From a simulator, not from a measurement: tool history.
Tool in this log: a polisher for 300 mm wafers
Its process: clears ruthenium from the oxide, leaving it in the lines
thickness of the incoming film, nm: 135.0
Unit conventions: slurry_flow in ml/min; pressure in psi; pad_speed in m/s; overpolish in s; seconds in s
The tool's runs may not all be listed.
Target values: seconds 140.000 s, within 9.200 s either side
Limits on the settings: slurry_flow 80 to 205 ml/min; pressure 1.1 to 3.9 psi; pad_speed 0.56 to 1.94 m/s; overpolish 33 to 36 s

Run 1, day 0.000: slurry_flow 135 ml/min, pressure 2.5 psi, pad_speed 1.24 m/s, overpolish 33 s. Result: seconds 90.978 s.
Run 2, day 0.329: slurry_flow 135 ml/min, pressure 2.4 psi, pad_speed 1.24 m/s, overpolish 33 s. Result: seconds 95.876 s.
Run 3, day 0.629: slurry_flow 135 ml/min, pressure 2.4 psi, pad_speed 1.02 m/s, overpolish 33 s. Result: seconds 112.770 s.
Run 4, day 0.854: slurry_flow 135 ml/min, pressure 3.0 psi, pad_speed 1.02 m/s, overpolish 33 s. Result: seconds 97.099 s.
Run 5, day 1.192: slurry_flow 135 ml/min, pressure 3.0 psi, pad_speed 1.02 m/s, overpolish 36 s. Result: seconds 96.298 s.
Run 6, day 1.258: slurry_flow 105 ml/min, pressure 3.0 psi, pad_speed 1.02 m/s, overpolish 36 s. Result: seconds 99.938 s.
Run 7, day 1.625: slurry_flow 105 ml/min, pressure 2.9 psi, pad_speed 1.02 m/s, overpolish 36 s. Result: seconds 105.020 s.
Run 8, day 1.883: slurry_flow 105 ml/min, pressure 2.8 psi, pad_speed 1.02 m/s, overpolish 36 s. Result: seconds 105.600 s.
Run 9, day 2.079: slurry_flow 105 ml/min, pressure 2.7 psi, pad_speed 1.02 m/s, overpolish 36 s. Result: seconds 111.380 s.
Run 10, day 2.388: slurry_flow 105 ml/min, pressure 2.6 psi, pad_speed 1.02 m/s, overpolish 36 s. Result: seconds 113.030 s.
Run 11, day 2.688: slurry_flow 105 ml/min, pressure 2.5 psi, pad_speed 1.02 m/s, overpolish 36 s. Result: seconds 118.030 s.

Consider the 5 candidate settings below. Which is the only one whose results all fall within their allowed miss of target?
Run A, day 2.988: slurry_flow 80 ml/min, pressure 1.8 psi, pad_speed 1.00 m/s, overpolish 36 s. Result: seconds ?.
Run B, day 2.988: slurry_flow 165 ml/min, pressure 2.2 psi, pad_speed 0.72 m/s, overpolish 36 s. Result: seconds ?.
Run C, day 2.988: slurry_flow 150 ml/min, pressure 1.8 psi, pad_speed 0.90 m/s, overpolish 36 s. Result: seconds ?.
Run D, day 2.988: slurry_flow 120 ml/min, pressure 3.1 psi, pad_speed 0.66 m/s, overpolish 33 s. Result: seconds ?.
Run E, day 2.988: slurry_flow 120 ml/min, pressure 1.8 psi, pad_speed 0.92 m/s, overpolish 35 s. Result: seconds ?.

move  seconds
   A  168.700
   B  169.530
   C  164.170
   D  144.530
   E  167.160
A: pushes the last run's worst result past its target
B: pushes the last run's worst result past its target
C: pushes the last run's worst result past its target
D: all results land within tolerance of their targets
E: pushes the last run's worst result past its target
Answer: D
